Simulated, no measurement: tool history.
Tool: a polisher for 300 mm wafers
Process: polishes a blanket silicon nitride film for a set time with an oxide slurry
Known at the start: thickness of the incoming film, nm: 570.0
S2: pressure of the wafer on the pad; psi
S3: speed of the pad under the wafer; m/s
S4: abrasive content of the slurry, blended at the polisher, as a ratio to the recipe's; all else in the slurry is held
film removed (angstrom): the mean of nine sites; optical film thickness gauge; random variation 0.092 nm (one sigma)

{"run": 1, "day": 0.0, "flow of slurry (ml/min)": 195, "S2": 3.6, "S3": 1.4, "S4": 1, "polishing time (s)": 22, "film removed (angstrom)": 179.68}
{"run": 2, "day": 0.208, "flow of slurry (ml/min)": 195, "S2": 3.6, "S3": 1.62, "S4": 1, "polishing time (s)": 22, "film removed (angstrom)": 200.27}
{"run": 3, "day": 0.342, "flow of slurry (ml/min)": 195, "S2": 3.6, "S3": 1.62, "S4": 0.85, "polishing time (s)": 22, "film removed (angstrom)": 188.29}
{"run": 4, "day": 0.525, "flow of slurry (ml/min)": 190, "S2": 3, "S3": 1.62, "S4": 0.85, "polishing time (s)": 22, "film removed (angstrom)": 157.91}
{"run": 5, "day": 0.708, "flow of slurry (ml/min)": 190, "S2": 3, "S3": 1.76, "S4": 0.85, "polishing time (s)": 22, "film removed (angstrom)": 167.73}
{"run": 6, "day": 0.921, "flow of slurry (ml/min)": 190, "S2": 3, "S3": 2.02, "S4": 0.85, "polishing time (s)": 22, "film removed (angstrom)": 187.55}
{"run": 7, "day": 1.046, "flow of slurry (ml/min)": 185, "S2": 2.5, "S3": 1.98, "S4": 0.85, "polishing time (s)": 22, "film removed (angstrom)": 153.43}
{"run": 8, "day": 1.117, "flow of slurry (ml/min)": 150, "S2": 1.6, "S3": 1.98, "S4": 0.85, "polishing time (s)": 22, "film removed (angstrom)": 100.3}
{"run": 9, "day": 1.296, "flow of slurry (ml/min)": 170, "S2": 1.6, "S3": 1.98, "S4": 0.85, "polishing time (s)": 22, "film removed (angstrom)": 99.265}
{"run": 10, "day": 1.521, "flow of slurry (ml/min)": 170, "S2": 1.7, "S3": 1.98, "S4": 0.85, "polishing time (s)": 22, "film removed (angstrom)": 105.34}
{"run": 11, "day": 1.779, "flow of slurry (ml/min)": 185, "S2": 1.7, "S3": 1.98, "S4": 0.85, "polishing time (s)": 22, "film removed (angstrom)": 107.06}
{"run": 12, "day": 1.862, "flow of slurry (ml/min)": 200, "S2": 1.7, "S3": 1.98, "S4": 0.85, "polishing time (s)": 22, "film removed (angstrom)": 109.17}

Run 13 comes next. What will it give?
{"run": 13, "day": 2.192, "flow of slurry (ml/min)": 210, "S2": 1.7, "S3": 1.98, "S4": 0.85, "polishing time (s)": 22, "film removed (angstrom)": "?"}

Run 13 gave film removed (angstrom) 109.71.

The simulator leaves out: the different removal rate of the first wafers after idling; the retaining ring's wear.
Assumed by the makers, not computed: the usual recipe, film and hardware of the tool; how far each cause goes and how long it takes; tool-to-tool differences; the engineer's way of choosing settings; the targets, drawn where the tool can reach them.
